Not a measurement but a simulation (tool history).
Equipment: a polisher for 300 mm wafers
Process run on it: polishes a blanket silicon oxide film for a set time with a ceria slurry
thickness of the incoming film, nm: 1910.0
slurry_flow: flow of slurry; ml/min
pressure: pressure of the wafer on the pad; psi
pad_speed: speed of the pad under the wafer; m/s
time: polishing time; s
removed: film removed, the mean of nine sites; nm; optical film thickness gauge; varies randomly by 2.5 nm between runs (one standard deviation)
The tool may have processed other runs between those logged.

{"run": 1, "hour": 0.0, "slurry_flow": 135, "pressure": 4.1, "pad_speed": 0.88, "time": 54, "removed": 264.67}
{"run": 2, "hour": 4.4, "slurry_flow": 135, "pressure": 4, "pad_speed": 0.88, "time": 54, "removed": 255.17}
{"run": 3, "hour": 11.1, "slurry_flow": 135, "pressure": 4, "pad_speed": 0.74, "time": 54, "removed": 219.04}
{"run": 4, "hour": 18.1, "slurry_flow": 135, "pressure": 4, "pad_speed": 0.56, "time": 54, "removed": 170.79}
{"run": 5, "hour": 23.1, "slurry_flow": 135, "pressure": 4.1, "pad_speed": 0.56, "time": 54, "removed": 174.34}
{"run": 6, "hour": 25.7, "slurry_flow": 135, "pressure": 4.2, "pad_speed": 0.56, "time": 54, "removed": 177.49}
{"run": 7, "hour": 29.9, "slurry_flow": 135, "pressure": 4.3, "pad_speed": 0.56, "time": 54, "removed": 181.74}

What will run 8 give?
{"run": 8, "hour": 34.0, "slurry_flow": 135, "pressure": 4.4, "pad_speed": 0.56, "time": 54, "removed": "?"}

Run 8 gave removed 186.5 nm.
